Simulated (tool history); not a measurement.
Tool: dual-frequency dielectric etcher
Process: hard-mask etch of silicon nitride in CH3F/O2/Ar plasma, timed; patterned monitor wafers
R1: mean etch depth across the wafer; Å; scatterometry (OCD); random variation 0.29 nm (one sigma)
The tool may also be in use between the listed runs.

Run 1, day 0.000: source power (kW) 0.490, bias power (kW) 0.095, etch time (s) 79.0. Result: R1 642.99 Å.
Run 2, day 0.096: source power (kW) 0.490, bias power (kW) 0.095, etch time (s) 71.5. Result: R1 583.71 Å.
Run 3, day 0.288: source power (kW) 0.490, bias power (kW) 0.095, etch time (s) 71.5. Result: R1 587.88 Å.
Run 4, day 0.567: source power (kW) 0.490, bias power (kW) 0.095, etch time (s) 79.0. Result: R1 644.32 Å.
Run 5, day 0.721: source power (kW) 0.570, bias power (kW) 0.095, etch time (s) 79.0. Result: R1 691.35 Å.
Run 6, day 0.779: source power (kW) 0.570, bias power (kW) 0.080, etch time (s) 79.0. Result: R1 655.35 Å.

Run 7 comes next. What will it give?
Run 7, day 1.088: source power (kW) 0.470, bias power (kW) 0.061, etch time (s) 71.5. Result: R1 ?.

{"run 7": {"R1": 482.55}}
